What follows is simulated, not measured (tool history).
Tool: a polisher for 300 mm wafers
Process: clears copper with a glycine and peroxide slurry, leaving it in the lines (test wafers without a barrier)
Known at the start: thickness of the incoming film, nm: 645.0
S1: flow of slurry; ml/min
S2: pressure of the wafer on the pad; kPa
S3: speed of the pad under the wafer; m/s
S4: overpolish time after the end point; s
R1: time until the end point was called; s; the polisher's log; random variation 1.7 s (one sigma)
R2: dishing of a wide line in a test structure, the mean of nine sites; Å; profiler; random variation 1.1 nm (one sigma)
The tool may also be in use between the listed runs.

run    day   S1    S2    S3  S4      R1      R2
  1      0  245  17.2  0.76  11  190.18  272.09
  2  0.162  245  17.2  0.82  11  186.84  276.47
  3  0.508  245  18.6  0.82  13  171.24   343.2
  4  0.854  245  15.2  0.82  13  199.56  304.39
     1.212  -- worn pad replaced by a new one
  5  1.212  245  11.7  0.82  13  213.37  269.45
  6  1.388  245  11.7  0.76  13  221.87  260.26
  7  1.525  245  15.2  0.78  14  192.77   325.9
  8  1.825  240  16.5   0.8  15  181.52  370.42
  9  2.117  240  17.2   0.8  16  173.41  404.09
 10  2.433  240  17.2   0.8  17  174.71  443.46
 11  2.771  240  17.9   0.8  17  169.67  444.28

The next listed run, before its measurement:
 12  3.046  240  18.6  0.8  18   ?   ?

{"run 12": {"R1": 167.48, "R2": 473.55}}

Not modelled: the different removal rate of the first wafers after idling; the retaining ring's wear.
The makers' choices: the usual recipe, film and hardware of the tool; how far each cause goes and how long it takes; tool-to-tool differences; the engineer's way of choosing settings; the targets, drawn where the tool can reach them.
